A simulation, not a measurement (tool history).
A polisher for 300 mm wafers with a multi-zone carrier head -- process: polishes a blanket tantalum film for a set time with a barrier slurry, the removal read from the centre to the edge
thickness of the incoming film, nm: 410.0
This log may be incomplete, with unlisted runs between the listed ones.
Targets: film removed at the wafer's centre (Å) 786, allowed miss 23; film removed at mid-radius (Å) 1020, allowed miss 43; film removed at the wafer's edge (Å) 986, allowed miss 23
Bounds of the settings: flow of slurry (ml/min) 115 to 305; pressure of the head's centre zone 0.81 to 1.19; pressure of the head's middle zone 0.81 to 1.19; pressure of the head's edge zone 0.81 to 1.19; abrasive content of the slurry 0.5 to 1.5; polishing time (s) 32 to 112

run  hour  flow of slurry (ml/min)  pressure of the head's centre zone  pressure of the head's middle zone  pressure of the head's edge zone  abrasive content of the slurry  polishing time (s)  film removed at the wafer's centre (Å)  film removed at mid-radius (Å)  film removed at the wafer's edge (Å)
  1     0                      195                                   1                                   1                                 1                               1                  72                                  709.04                          701.89                                708.03
  2   4.6                      195                                   1                                   1                              0.97                               1                  72                                  709.34                          721.67                                711.02
  3  11.4                      160                                   1                                   1                              0.97                               1                  72                                  685.15                           689.4                                 691.2
  4  17.6                      160                                   1                                   1                              0.97                             0.9                  72                                  677.34                          667.61                                680.88
  5  18.6                      170                                0.95                                1.02                              1.02                             1.1                  76                                  707.95                          769.92                                764.07
  6  23.5                      180                                0.92                                1.03                              1.06                             1.2                  78                                  733.19                           818.3                                822.01
  7    25                      195                                0.89                                1.05                              1.09                             1.3                  79                                  741.96                          867.63                                855.39
  8  33.6                      200                                0.87                                1.06                              1.11                            1.35                  81                                  737.39                          915.26                                891.66
  9  39.5                      205                                0.87                                1.07                              1.13                             1.4                  82                                  763.84                          944.77                                927.89
 10  48.2                      215                                0.87                                1.08                              1.15                            1.45                  82                                  770.52                          927.72                                935.72

Consider the 4 candidate settings below. Which is the only one whose results all fall within their allowed miss of target?
  A  56.9                      215                                0.84                                1.09                              1.15                             1.5                  86                                       ?                               ?                                     ?
  B  56.9                      235                                0.88                                1.01                              1.19                             1.5                  80                                       ?                               ?                                     ?
  C  56.9                      220                                0.84                                1.19                               1.1                            1.45                  78                                       ?                               ?                                     ?
  D  56.9                      220                                 0.9                                1.15                              1.06                             1.5                  81                                       ?                               ?                                     ?

move  film removed at the wafer's centre (Å)  film removed at mid-radius (Å)  film removed at the wafer's edge (Å)
   A                                  779.82                          1022.9                                989.79
   B                                  770.27                          902.59                                943.16
   C                                  705.87                          997.56                                877.46
   D                                  790.64                          1011.9                                904.48
A: hits every target within its allowed miss
B: its largest miss is bigger than the last run's
C: its largest miss is bigger than the last run's
D: its largest miss is bigger than the last run's
So the answer is move A, the one that meets all the targets.
